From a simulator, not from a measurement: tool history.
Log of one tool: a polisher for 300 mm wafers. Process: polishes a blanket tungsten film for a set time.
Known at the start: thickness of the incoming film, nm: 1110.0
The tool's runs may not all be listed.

run  hour  flow of slurry (ml/min)  pressure of the wafer on the pad (kPa)  speed of the pad under the wafer (cm/s)  abrasive content of the slurry  polishing time (s)  film removed (angstrom)
  1   0.0                      185                                    24.8                                       90                             1.0                  43                   2010.0
  2   3.6                      185                                    23.4                                       90                             1.0                  43                   1911.1
  3   9.0                      185                                    22.8                                       90                             1.0                  43                   1863.8
  4  16.8                      185                                    27.6                                       90                             1.0                  43                   2145.8
  5  22.5                      230                                    27.6                                       90                             1.0                  43                   2270.3
  6  29.9                      225                                    25.5                                       90                             1.0                  43                   2079.9
  7  31.4                      225                                    23.4                                       90                             1.0                  43                   1987.6
  8  38.2                      215                                    22.1                                       90                             1.0                  43                   1853.5

The next listed run, before its measurement:
  9  43.4                      210                                    21.4                                       90                             1.0                  43                        ?

Run 9 gave film removed (angstrom) 1842.7.
